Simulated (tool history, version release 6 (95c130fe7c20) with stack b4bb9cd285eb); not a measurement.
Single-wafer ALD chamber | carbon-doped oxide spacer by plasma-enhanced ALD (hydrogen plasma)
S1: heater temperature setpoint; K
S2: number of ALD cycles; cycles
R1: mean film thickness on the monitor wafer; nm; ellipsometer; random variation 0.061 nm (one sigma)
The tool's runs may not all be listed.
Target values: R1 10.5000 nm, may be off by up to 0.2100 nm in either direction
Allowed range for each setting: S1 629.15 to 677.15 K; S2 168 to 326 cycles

{"run": 1, "hour": 0.0, "S1": 653.15, "S2": 247, "R1": 13.553}
{"run": 2, "hour": 2.9, "S1": 653.15, "S2": 231, "R1": 12.618}
{"run": 3, "hour": 8.9, "S1": 653.15, "S2": 220, "R1": 12.023}
{"run": 4, "hour": 9.5, "S1": 657.15, "S2": 220, "R1": 12.047}
{"run": 5, "hour": 14.7, "S1": 649.15, "S2": 220, "R1": 12.017}
{"run": 6, "hour": 17.9, "S1": 649.15, "S2": 212, "R1": 11.564}
{"run": 7, "hour": 20.4, "S1": 649.15, "S2": 207, "R1": 11.281}
{"run": 8, "hour": 25.3, "S1": 649.15, "S2": 187, "R1": 10.205}
{"run": 9, "hour": 29.4, "S1": 649.15, "S2": 188, "R1": 10.192}

Which single option among these 4 for the next run brings every result within its allowed miss of target? Just one does.
{"run": "A", "hour": 33.5, "S1": 644.15, "S2": 181, "R1": "?"}
{"run": "B", "hour": 33.5, "S1": 657.15, "S2": 176, "R1": "?"}
{"run": "C", "hour": 33.5, "S1": 651.15, "S2": 180, "R1": "?"}
{"run": "D", "hour": 33.5, "S1": 650.15, "S2": 192, "R1": "?"}

move=A R1=9.8867
move=B R1=9.6136
move=C R1=9.8321
move=D R1=10.4880
A: moves away from the targets compared with the last run
B: moves away from the targets compared with the last run
C: moves away from the targets compared with the last run
D: every result within its allowed miss
D is the move that brings every result within its allowed miss.

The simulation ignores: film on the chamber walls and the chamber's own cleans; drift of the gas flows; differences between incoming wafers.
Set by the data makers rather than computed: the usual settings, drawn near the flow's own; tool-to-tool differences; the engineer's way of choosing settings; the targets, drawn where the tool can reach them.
